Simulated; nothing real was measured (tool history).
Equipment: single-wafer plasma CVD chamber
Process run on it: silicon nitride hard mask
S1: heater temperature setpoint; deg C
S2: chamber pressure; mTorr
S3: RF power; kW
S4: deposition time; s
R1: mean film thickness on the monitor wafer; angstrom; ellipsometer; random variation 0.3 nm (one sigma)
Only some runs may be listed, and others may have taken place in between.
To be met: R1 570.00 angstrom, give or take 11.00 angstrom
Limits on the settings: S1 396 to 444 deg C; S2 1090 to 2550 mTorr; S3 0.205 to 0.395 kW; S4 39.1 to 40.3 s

run,hour,S1,S2,S3,S4,R1
1,0.0,420,1820,0.300,39.1,454.38
2,3.4,420,1940,0.315,39.2,482.06
3,11.8,420,2040,0.325,39.2,494.67
4,14.0,416,2040,0.325,39.2,497.80
# hour 21.0: RF generator calibrated
5,21.0,416,2120,0.335,39.3,530.26
6,29.3,416,2120,0.335,39.1,522.96
7,34.6,415,2200,0.335,39.1,528.81
8,36.1,415,2270,0.335,39.1,531.93
9,40.2,415,2330,0.340,39.1,543.68
10,42.7,415,2380,0.340,39.1,547.20
11,43.6,415,2420,0.340,39.1,549.17

Exercise: of the 4 proposed moves below, exactly one satisfies all targets within the stated allowed misses. Which move is it?
A,44.5,415,2300,0.330,39.5,?
B,44.5,429,2550,0.340,40.3,?
C,44.5,419,2550,0.335,39.1,?
D,44.5,412,2060,0.330,39.5,?

move,R1
A,536.06
B,567.76
C,548.45
D,519.71
A: moves away from the targets compared with the last run
B: in spec on every target
C: about as far from the targets as the last run
D: moves away from the targets compared with the last run
B is the move that brings every result within its allowed miss.
